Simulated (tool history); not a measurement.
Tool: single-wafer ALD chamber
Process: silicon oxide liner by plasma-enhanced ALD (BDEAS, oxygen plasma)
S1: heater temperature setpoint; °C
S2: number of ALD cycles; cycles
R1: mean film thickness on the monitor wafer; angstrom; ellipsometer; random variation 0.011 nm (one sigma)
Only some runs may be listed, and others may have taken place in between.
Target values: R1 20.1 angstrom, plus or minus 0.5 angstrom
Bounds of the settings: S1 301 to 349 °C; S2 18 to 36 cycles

run,hour,S1,S2,R1
1,0,325,27,25.448
2,6.2,325,31,29.226
3,9.8,325,34,32.006
4,17.6,325,36,33.889
5,22.9,326,34,31.926
6,30.3,327,32,29.963
7,38.9,327,30,28.02
8,39.9,328,29,27.152
# hour 45: thermocouple changed; heater temperature recalibrated
9,45,328,28,26.197
10,53.9,328,27,25.195

Of the 5 settings listed for the next run, only one would bring every result within its allowed miss of target. Which one?
A,62.8,319,34,?
B,62.8,335,22,?
C,62.8,331,34,?
D,62.8,332,20,?
E,62.8,338,21,?

move,R1
A,31.933
B,20.244
C,31.448
D,18.475
E,19.249
A: moves away from the targets compared with the last run
B: all results in spec
C: moves away from the targets compared with the last run
D: takes the biggest miss from the last run beyond its target
E: takes the biggest miss from the last run beyond its target
B is the move that brings every result within its allowed miss.

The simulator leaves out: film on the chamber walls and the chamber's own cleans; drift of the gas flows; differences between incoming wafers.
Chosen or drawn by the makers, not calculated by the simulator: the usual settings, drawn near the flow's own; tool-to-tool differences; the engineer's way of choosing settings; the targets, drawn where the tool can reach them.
